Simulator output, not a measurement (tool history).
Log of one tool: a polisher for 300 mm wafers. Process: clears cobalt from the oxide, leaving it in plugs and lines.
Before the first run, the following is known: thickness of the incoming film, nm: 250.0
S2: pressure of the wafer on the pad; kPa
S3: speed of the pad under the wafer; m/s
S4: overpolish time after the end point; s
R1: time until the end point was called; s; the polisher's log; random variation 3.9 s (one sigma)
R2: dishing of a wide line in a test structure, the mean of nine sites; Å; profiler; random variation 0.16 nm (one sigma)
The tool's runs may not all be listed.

Run 1, hour 0: flow of slurry (ml/min) 305, S2 9 kPa, S3 0.84 m/s, S4 14 s. Result: R1 93.837 s, R2 306.33 Å.
Run 2, hour 8.7: flow of slurry (ml/min) 305, S2 8.3 kPa, S3 0.78 m/s, S4 13 s. Result: R1 111.83 s, R2 243.86 Å.
Run 3, hour 12.7: flow of slurry (ml/min) 305, S2 7.6 kPa, S3 0.74 m/s, S4 12 s. Result: R1 127.76 s, R2 197.39 Å.
Run 4, hour 17.5: flow of slurry (ml/min) 370, S2 7.6 kPa, S3 0.74 m/s, S4 12 s. Result: R1 119.8 s, R2 202.6 Å.
Run 5, hour 22: flow of slurry (ml/min) 370, S2 6.2 kPa, S3 0.74 m/s, S4 12 s. Result: R1 151.19 s, R2 172.65 Å.
Run 6, hour 23.1: flow of slurry (ml/min) 370, S2 8.3 kPa, S3 0.74 m/s, S4 12 s. Result: R1 112.81 s, R2 222.72 Å.
Run 7, hour 27: flow of slurry (ml/min) 370, S2 7.6 kPa, S3 0.7 m/s, S4 11 s. Result: R1 131.44 s, R2 185.15 Å.

Run 8 is up next; what results do you expect?
Run 8, hour 35.3: flow of slurry (ml/min) 370, S2 6.9 kPa, S3 0.68 m/s, S4 10 s. Result: R1 ?, R2 ?.

R1: 151.32 s
R2: 147.63 Å

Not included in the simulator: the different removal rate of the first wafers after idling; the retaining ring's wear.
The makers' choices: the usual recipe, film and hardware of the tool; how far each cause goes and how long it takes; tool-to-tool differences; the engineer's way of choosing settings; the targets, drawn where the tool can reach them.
